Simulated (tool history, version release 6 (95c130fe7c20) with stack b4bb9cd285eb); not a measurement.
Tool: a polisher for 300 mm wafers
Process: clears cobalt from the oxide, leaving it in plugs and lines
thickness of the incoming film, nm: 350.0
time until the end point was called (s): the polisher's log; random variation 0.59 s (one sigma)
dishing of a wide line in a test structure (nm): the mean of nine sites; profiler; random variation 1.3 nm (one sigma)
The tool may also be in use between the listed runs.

run,hour,flow of slurry (ml/min),pressure of the wafer on the pad (kPa),speed of the pad under the wafer (cm/s),overpolish time after the end point (s),time until the end point was called (s),dishing of a wide line in a test structure (nm)
1,0.0,185,8.3,96,21,114.760,40.720
2,2.5,190,9.7,98,21,96.705,44.255
3,4.0,190,9.7,84,21,108.010,41.914
4,6.5,190,8.3,84,21,123.080,38.803
5,10.3,190,8.3,84,15,123.570,31.376
6,13.9,230,8.3,84,15,119.760,31.296
7,21.0,235,9.7,90,17,99.693,39.501

Forecast run 8:
# hour 26.4: head pressure recalibrated
8,26.4,240,10.3,94,17,?,?

Run 8 gave time until the end point was called (s) 80.129, dishing of a wide line in a test structure (nm) 42.601.
